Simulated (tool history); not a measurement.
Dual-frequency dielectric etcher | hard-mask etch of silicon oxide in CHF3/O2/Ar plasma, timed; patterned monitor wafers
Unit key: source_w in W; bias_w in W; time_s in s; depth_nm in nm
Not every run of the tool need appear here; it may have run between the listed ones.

run 1 hour=0 | source_w=710 bias_w=226 time_s=23.5 | depth_nm=48.675
run 2 hour=2.6 | source_w=660 bias_w=221 time_s=23.5 | depth_nm=46.493
run 3 hour=9.7 | source_w=620 bias_w=220 time_s=23.5 | depth_nm=44.457
run 4 hour=16.9 | source_w=620 bias_w=220 time_s=24.5 | depth_nm=46.545
run 5 hour=22.1 | source_w=670 bias_w=220 time_s=24.5 | depth_nm=48.638
run 6 hour=25.8 | source_w=670 bias_w=220 time_s=24.5 | depth_nm=49.006
run 7 hour=33.8 | source_w=630 bias_w=219 time_s=24.5 | depth_nm=47.089
run 8 hour=35.5 | source_w=600 bias_w=218 time_s=24.5 | depth_nm=45.646
run 9 hour=37.4 | source_w=580 bias_w=217 time_s=24.5 | depth_nm=44.491

Run 10 has not been measured yet. What should we expect?
run 10 hour=40.1 | source_w=560 bias_w=217 time_s=24.5 | depth_nm=?

For run 10 the tool returned depth_nm 43.333 nm.
